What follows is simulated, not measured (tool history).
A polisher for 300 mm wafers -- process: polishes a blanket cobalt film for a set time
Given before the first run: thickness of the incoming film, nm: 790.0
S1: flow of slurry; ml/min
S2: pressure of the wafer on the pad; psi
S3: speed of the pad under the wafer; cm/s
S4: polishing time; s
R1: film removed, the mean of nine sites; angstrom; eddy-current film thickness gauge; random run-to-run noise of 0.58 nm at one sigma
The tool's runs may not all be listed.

run,hour,S1,S2,S3,S4,R1
1,0.0,260,2.4,120,20,1408.60
2,8.0,260,2.4,120,18,1276.70
3,10.9,260,2.0,116,18,1056.50
4,16.5,200,2.0,116,18,1007.00
5,20.6,195,1.7,116,18,848.16
6,23.0,215,1.7,116,18,874.45
7,29.6,205,1.5,116,18,771.73
8,31.3,200,1.4,116,18,717.28
9,33.6,195,1.4,116,18,718.36
10,39.4,190,1.4,116,18,714.72
11,42.0,185,1.4,116,18,703.22
12,48.2,180,1.4,116,18,699.35

Run 13, settings as shown, results not yet in. Your forecast:
13,53.0,175,1.4,116,18,?

{"run 13": {"R1": 717.97}}
